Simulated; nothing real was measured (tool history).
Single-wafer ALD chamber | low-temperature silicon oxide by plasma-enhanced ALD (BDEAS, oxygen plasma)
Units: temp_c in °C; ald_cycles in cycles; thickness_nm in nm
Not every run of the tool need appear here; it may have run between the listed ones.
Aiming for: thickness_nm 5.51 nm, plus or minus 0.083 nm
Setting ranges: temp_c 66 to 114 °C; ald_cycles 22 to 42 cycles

| run | day | temp_c | ald_cycles | thickness_nm |
|---|---|---|---|---|
| 1 | 0 | 90 | 32 | 4.5281 |
| 2 | 0.088 | 85 | 33 | 4.7688 |
| 3 | 0.271 | 81 | 34 | 4.9415 |
| 4 | 0.458 | 80 | 35 | 5.1281 |
| 5 | 0.692 | 89 | 35 | 4.9574 |
| 6 | 0.758 | 89 | 32 | 4.5324 |
| 7 | 0.912 | 85 | 33 | 4.7651 |
| 8 | 0.946 | 81 | 34 | 4.9412 |
| 9 | 1.004 | 78 | 35 | 5.1575 |
| 10 | 1.296 | 76 | 35 | 5.1708 |
| 11 | 1.579 | 74 | 35 | 5.2562 |
| 12 | 1.788 | 72 | 35 | 5.2915 |
| 13 | 1.962 | 71 | 35 | 5.3167 |
| 14 | 2.242 | 71 | 35 | 5.301 |
| 15 | 2.375 | 70 | 35 | 5.2984 |
| 16 | 2.679 | 69 | 35 | 5.2827 |

Next run, 5 choices. One meets every target within its allowed miss, the rest don't. Which?
| A | 2.983 | 78 | 36 | ? |
| B | 2.983 | 71 | 35 | ? |
| C | 2.983 | 66 | 35 | ? |
| D | 2.983 | 77 | 37 | ? |
| E | 2.983 | 66 | 34 | ? |

| move | thickness_nm |
|---|---|
| A | 5.2795 |
| B | 5.2576 |
| C | 5.3467 |
| D | 5.445 |
| E | 5.1939 |
A: just as far off the targets as the last run
B: the biggest miss grows against the last run
C: an improvement on the last run, though not all results are within tolerance
D: meets every target
E: the biggest miss grows against the last run
The right move is D.
